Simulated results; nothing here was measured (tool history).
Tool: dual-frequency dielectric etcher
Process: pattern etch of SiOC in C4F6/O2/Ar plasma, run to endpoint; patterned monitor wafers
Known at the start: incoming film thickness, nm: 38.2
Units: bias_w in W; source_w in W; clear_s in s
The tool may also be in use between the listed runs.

run    day  bias_w  source_w  clear_s
  1  0.000     570       250   15.288
  2  0.129     519       240   15.892
  3  0.362     478       230   16.646
  4  0.679     448       220   17.305
  5  0.825     426       220   17.521
  6  0.958     408       220   17.686
  7  1.321     394       220   17.848

The next listed run, before its measurement:
  8  1.571     383       220        ?

clear_s: 18.002 s

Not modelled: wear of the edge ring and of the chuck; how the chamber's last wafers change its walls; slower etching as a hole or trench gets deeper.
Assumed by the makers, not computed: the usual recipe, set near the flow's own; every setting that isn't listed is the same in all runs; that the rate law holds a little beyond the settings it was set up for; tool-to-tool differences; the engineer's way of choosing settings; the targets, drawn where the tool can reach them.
